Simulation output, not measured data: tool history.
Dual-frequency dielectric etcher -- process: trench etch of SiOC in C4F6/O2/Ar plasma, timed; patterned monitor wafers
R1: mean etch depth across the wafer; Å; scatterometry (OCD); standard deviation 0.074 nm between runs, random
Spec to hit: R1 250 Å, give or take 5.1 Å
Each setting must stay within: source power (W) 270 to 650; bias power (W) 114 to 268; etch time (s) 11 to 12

Run 1, hour 0: source power (W) 460, bias power (W) 191, etch time (s) 12. Result: R1 290.98 Å.
Run 2, hour 2.5: source power (W) 520, bias power (W) 191, etch time (s) 12. Result: R1 305.58 Å.
Run 3, hour 4.6: source power (W) 460, bias power (W) 191, etch time (s) 12. Result: R1 291.23 Å.
Run 4, hour 7.2: source power (W) 460, bias power (W) 191, etch time (s) 11. Result: R1 267.58 Å.
Run 5, hour 15.4: source power (W) 460, bias power (W) 191, etch time (s) 12. Result: R1 292.77 Å.
Run 6, hour 16.4: source power (W) 440, bias power (W) 189, etch time (s) 12. Result: R1 286.21 Å.
Run 7, hour 18.2: source power (W) 430, bias power (W) 187, etch time (s) 12. Result: R1 282.26 Å.
Run 8, hour 25.2: source power (W) 420, bias power (W) 186, etch time (s) 12. Result: R1 280.48 Å.
Run 9, hour 26.9: source power (W) 410, bias power (W) 184, etch time (s) 12. Result: R1 277.32 Å.
Run 10, hour 30.6: source power (W) 400, bias power (W) 183, etch time (s) 12. Result: R1 273.66 Å.

Pick the move, out of 4, that brings all results within their allowed miss; only one does.
Run A, hour 34.3: source power (W) 290, bias power (W) 208, etch time (s) 11.5. Result: R1 ?.
Run B, hour 34.3: source power (W) 320, bias power (W) 180, etch time (s) 11.5. Result: R1 ?.
Run C, hour 34.3: source power (W) 380, bias power (W) 194, etch time (s) 11. Result: R1 ?.
Run D, hour 34.3: source power (W) 330, bias power (W) 186, etch time (s) 11. Result: R1 ?.

move      R1
   A  239.67
   B  239.93
   C   249.2
   D  233.98
A: takes the result that was furthest off past its target
B: takes the result that was furthest off past its target
C: meets every target
D: takes the result that was furthest off past its target
Correct choice: C, which meets every target

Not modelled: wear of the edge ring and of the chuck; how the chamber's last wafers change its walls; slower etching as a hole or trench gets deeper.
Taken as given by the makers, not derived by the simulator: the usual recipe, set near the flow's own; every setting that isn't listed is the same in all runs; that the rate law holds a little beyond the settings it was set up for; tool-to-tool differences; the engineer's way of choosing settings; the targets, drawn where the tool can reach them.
